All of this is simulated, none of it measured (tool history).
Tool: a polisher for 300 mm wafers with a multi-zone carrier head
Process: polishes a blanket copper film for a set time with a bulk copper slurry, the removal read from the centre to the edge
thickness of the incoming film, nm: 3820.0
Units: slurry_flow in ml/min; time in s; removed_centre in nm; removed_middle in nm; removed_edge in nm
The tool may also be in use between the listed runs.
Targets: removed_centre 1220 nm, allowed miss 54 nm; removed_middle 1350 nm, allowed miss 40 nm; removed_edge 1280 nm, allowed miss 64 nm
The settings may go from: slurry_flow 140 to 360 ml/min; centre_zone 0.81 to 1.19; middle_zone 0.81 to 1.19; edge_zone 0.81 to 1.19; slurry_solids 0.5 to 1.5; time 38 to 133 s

| run | hour | slurry_flow | centre_zone | middle_zone | edge_zone | slurry_solids | time | removed_centre | removed_middle | removed_edge |
|---|---|---|---|---|---|---|---|---|---|---|
| 1 | 0 | 230 | 1 | 1 | 1 | 1 | 85 | 885.39 | 889.03 | 895.04 |
| 2 | 4.8 | 235 | 1.01 | 1.03 | 1.03 | 1.1 | 88 | 949.6 | 964.45 | 959.49 |
| 3 | 6.3 | 235 | 1.01 | 1.03 | 1.03 | 1.1 | 100 | 1067 | 1107.1 | 1062 |
| 4 | 11.1 | 240 | 1.01 | 1.05 | 1.06 | 1.2 | 101 | 1132 | 1132.9 | 1174.4 |
| 5 | 18.1 | 240 | 1.01 | 1.05 | 1.06 | 1.4 | 101 | 1157.3 | 1190.1 | 1179.5 |
| 6 | 21.2 | 205 | 1.01 | 1.05 | 1.06 | 1.4 | 101 | 1133.1 | 1187.4 | 1170.4 |
| 7 | 23.5 | 210 | 1.01 | 1.08 | 1.07 | 1.4 | 102 | 1134.7 | 1216.2 | 1203.8 |
| 8 | 24.1 | 215 | 1.02 | 1.1 | 1.07 | 1.4 | 102 | 1148.4 | 1245.4 | 1190.2 |
| 9 | 26.2 | 220 | 1.02 | 1.11 | 1.08 | 1.4 | 102 | 1173.7 | 1258.2 | 1203.6 |
| 10 | 28.3 | 225 | 1.02 | 1.12 | 1.09 | 1.4 | 102 | 1127.7 | 1257.7 | 1207.4 |
| 11 | 34.6 | 225 | 1.03 | 1.13 | 1.1 | 1.4 | 103 | 1155 | 1291.3 | 1224.2 |
| 12 | 42.2 | 230 | 1.04 | 1.13 | 1.11 | 1.4 | 103 | 1189.4 | 1300.8 | 1241.4 |
| 13 | 49 | 230 | 1.04 | 1.14 | 1.12 | 1.4 | 103 | 1188 | 1298.6 | 1237.5 |

Which of these 4 next moves meets every target?
| A | 55.8 | 190 | 0.97 | 1.19 | 0.91 | 1.4 | 104 | ? | ? | ? |
| B | 55.8 | 225 | 1.04 | 1.16 | 1.12 | 1.5 | 104 | ? | ? | ? |
| C | 55.8 | 190 | 1.13 | 1.15 | 1.13 | 1.4 | 101 | ? | ? | ? |
| D | 55.8 | 235 | 0.86 | 1.19 | 1.19 | 1.5 | 111 | ? | ? | ? |

| move | removed_centre | removed_middle | removed_edge |
|---|---|---|---|
| A | 1116.7 | 1356 | 1077.2 |
| B | 1216.2 | 1369.4 | 1226.2 |
| C | 1214.5 | 1277.4 | 1163 |
| D | 1136.6 | 1501.1 | 1354 |
A: brings the result that was furthest off to its target, and leaves another outside
B: meets every target
C: further off than the last run
D: takes the result that was furthest off past its target
Answer: B

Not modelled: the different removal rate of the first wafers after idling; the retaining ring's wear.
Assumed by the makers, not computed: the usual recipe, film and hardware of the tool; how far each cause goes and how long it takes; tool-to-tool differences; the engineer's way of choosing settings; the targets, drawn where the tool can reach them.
